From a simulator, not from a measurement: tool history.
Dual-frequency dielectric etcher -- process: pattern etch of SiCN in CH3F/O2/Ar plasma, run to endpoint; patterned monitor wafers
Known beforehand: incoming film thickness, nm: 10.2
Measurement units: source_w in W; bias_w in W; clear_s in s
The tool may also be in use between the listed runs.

run	hour	source_w	bias_w	clear_s
1	0	510	79	25.822
2	1	510	71	26.931
3	6.1	510	81	25.293
4	8.3	420	81	26.652
5	16.7	490	81	25.542
6	22.2	510	82	25.052
7	28.3	530	83	24.697

For run 8, what comes out?
8	32.5	550	84	?

Run 8 produced clear_s 24.514 s.
